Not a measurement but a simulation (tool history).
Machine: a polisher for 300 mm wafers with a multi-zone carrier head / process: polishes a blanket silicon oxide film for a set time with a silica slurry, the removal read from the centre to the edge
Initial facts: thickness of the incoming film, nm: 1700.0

run    day  flow of slurry (ml/min)  pressure of the head's centre zone  pressure of the head's middle zone  pressure of the head's edge zone  abrasive content of the slurry  polishing time (s)  film removed at the wafer's centre (Å)  film removed at mid-radius (Å)  film removed at the wafer's edge (Å)
  1  0.000                      195                                1.00                                1.00                              1.00                            1.00                  43                                  1809.3                          1732.8                                1708.5
  2  0.300                      200                                0.99                                1.00                              1.03                            1.05                  43                                  1800.0                          1752.5                                1789.8
  3  0.671                      200                                0.99                                1.00                              1.03                            1.15                  43                                  1836.6                          1823.5                                1850.7
  4  0.908                      210                                0.99                                1.00                              1.05                            1.15                  43                                  1901.6                          1840.0                                1879.6
  5  1.025                      250                                0.99                                1.00                              1.05                            1.15                  43                                  1918.6                          1876.0                                1923.4
  6  1.308                      255                                0.99                                1.00                              1.07                            1.15                  43                                  1931.5                          1853.5                                1945.8
  7  1.529                      255                                0.99                                1.00                              1.09                            1.15                  43                                  1927.1                          1873.6                                1961.2

For run 8, what comes out?
  8  1.779                      260                                0.99                                1.00                              1.11                            1.15                  43                                       ?                               ?                                     ?

film removed at the wafer's centre (Å): 1913.3
film removed at mid-radius (Å): 1887.8
film removed at the wafer's edge (Å): 1961.3

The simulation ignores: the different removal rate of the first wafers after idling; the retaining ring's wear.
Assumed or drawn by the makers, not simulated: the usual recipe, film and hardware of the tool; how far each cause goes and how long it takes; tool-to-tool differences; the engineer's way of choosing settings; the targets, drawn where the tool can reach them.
